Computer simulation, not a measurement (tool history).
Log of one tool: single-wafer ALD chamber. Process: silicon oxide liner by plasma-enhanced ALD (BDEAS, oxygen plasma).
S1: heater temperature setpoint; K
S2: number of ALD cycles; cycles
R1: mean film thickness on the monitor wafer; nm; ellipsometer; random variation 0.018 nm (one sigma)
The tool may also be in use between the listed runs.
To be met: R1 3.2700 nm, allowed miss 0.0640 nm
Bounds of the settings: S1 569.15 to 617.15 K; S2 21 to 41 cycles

| run | hour | S1 | S2 | R1 |
|---|---|---|---|---|
| 1 | 0.0 | 593.15 | 31 | 2.6076 |
| 2 | 5.7 | 592.15 | 33 | 2.8061 |
| 3 | 6.4 | 592.15 | 30 | 2.5621 |
| 4 | 13.9 | 590.15 | 32 | 2.7326 |
| 5 | 22.3 | 588.15 | 33 | 2.8147 |
| 6 | 29.8 | 578.15 | 33 | 2.8651 |
| 7 | 34.7 | 578.15 | 34 | 2.9488 |
| 8 | 40.7 | 578.15 | 35 | 3.0384 |
| 9 | 47.4 | 578.15 | 36 | 3.1364 |

Which of these 4 next moves meets every target?
| A | 54.1 | 576.15 | 36 | ? |
| B | 54.1 | 569.15 | 34 | ? |
| C | 54.1 | 585.15 | 37 | ? |
| D | 54.1 | 584.15 | 38 | ? |

| move | R1 |
|---|---|
| A | 3.1486 |
| B | 3.0563 |
| C | 3.1896 |
| D | 3.2811 |
A: nearer than the last run, and not there yet
B: further off than the last run
C: nearer than the last run, and not there yet
D: meets every target
Move D is the one to make.

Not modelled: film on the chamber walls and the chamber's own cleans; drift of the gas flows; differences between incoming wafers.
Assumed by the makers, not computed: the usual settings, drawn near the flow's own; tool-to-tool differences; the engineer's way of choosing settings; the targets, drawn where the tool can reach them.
